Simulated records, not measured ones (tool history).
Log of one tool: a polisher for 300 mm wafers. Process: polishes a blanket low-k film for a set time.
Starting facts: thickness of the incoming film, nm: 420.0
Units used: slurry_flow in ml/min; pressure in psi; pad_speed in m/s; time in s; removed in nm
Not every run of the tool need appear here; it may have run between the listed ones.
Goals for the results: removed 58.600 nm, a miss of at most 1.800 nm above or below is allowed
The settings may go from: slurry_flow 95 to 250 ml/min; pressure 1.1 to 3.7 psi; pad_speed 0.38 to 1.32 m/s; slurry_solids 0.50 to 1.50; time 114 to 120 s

run  hour  slurry_flow  pressure  pad_speed  slurry_solids  time  removed
  1   0.0          160       2.4       0.84           1.00   114   41.522
  2   9.0          190       2.4       0.84           1.00   114   42.547
  3  12.4          210       2.4       0.84           1.00   114   43.828
  4  20.6          210       2.4       0.64           1.00   114   34.974
  5  22.4          210       2.6       0.64           1.00   114   38.204
  6  24.9          210       2.6       0.46           1.00   114   28.786
  7  29.0          215       2.8       0.50           1.00   114   33.106
  8  33.1          220       3.0       0.54           1.00   114   37.607
  9  38.1          225       3.1       0.56           1.00   114   40.108
 10  40.7          225       3.2       0.58           1.00   114   42.817
 11  42.3          225       3.3       0.60           1.00   114   45.875
 12  45.3          225       3.3       0.60           1.00   114   45.472
 13  51.7          225       3.4       0.62           1.00   114   47.521
 14  54.1          225       3.5       0.64           1.00   114   51.175
 15  55.7          230       3.6       0.66           1.00   114   53.756
 16  62.3          230       3.7       0.68           1.00   114   56.822

Which one of the following 5 next-run settings gets every result inside its allowed miss? There is exactly one.
  A  68.9          235       3.7       0.56           1.30   120        ?
  B  68.9          230       3.7       0.64           0.90   120        ?
  C  68.9          210       3.7       0.84           0.75   114        ?
  D  68.9          220       3.7       0.66           0.90   120        ?
  E  68.9          185       3.7       0.56           1.20   120        ?

move  removed
   A   57.863
   B   53.392
   C   55.597
   D   54.422
   E   54.065
A: every result within its allowed miss
B: misses by more than the last run did
C: misses by more than the last run did
D: misses by more than the last run did
E: misses by more than the last run did
Answer: A
